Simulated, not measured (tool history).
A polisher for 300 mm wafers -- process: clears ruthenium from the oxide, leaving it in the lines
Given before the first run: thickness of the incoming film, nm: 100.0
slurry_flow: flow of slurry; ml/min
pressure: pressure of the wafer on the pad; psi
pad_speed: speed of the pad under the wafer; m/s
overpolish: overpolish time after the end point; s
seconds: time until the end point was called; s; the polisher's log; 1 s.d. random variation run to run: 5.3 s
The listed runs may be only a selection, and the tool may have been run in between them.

run	hour	slurry_flow	pressure	pad_speed	overpolish	seconds
1	0	305	1.7	0.84	42	139.42
2	8.7	245	1.7	0.84	42	136.85
3	16.9	245	2	0.84	42	122.78
4	24	245	2	0.68	42	141.98
5	24.9	245	2	0.68	44	146.63
6	29.2	245	2.2	0.68	44	133.21
7	33.2	245	1.8	0.62	44	175.9
8	37.2	245	1.6	0.6	44	198.07
9	43	245	1.1	0.54	44	308.64

What does the tool deliver on the next run?
10	45.7	245	1.1	0.54	44	?

{"run 10": {"seconds": 302.42}}
